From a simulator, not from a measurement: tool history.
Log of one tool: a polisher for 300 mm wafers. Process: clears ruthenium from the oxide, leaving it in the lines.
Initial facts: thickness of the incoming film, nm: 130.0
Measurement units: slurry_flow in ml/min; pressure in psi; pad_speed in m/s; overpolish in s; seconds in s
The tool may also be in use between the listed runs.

run	hour	slurry_flow	pressure	pad_speed	overpolish	seconds
1	0.0	145	2.4	0.80	12	114.66
2	1.3	145	2.3	0.80	12	120.24
3	4.9	110	2.3	0.80	12	125.47
4	7.3	110	2.3	0.98	12	102.43
5	14.5	110	2.3	0.98	12	104.14
6	16.9	110	2.2	0.98	12	106.58
7	19.4	110	2.1	0.98	12	116.18
8	21.1	110	2.0	0.98	12	119.08
9	25.7	110	1.9	0.98	12	125.02

The next listed run, before its measurement:
10	33.8	105	1.8	0.98	12	?

seconds: 134.00 s
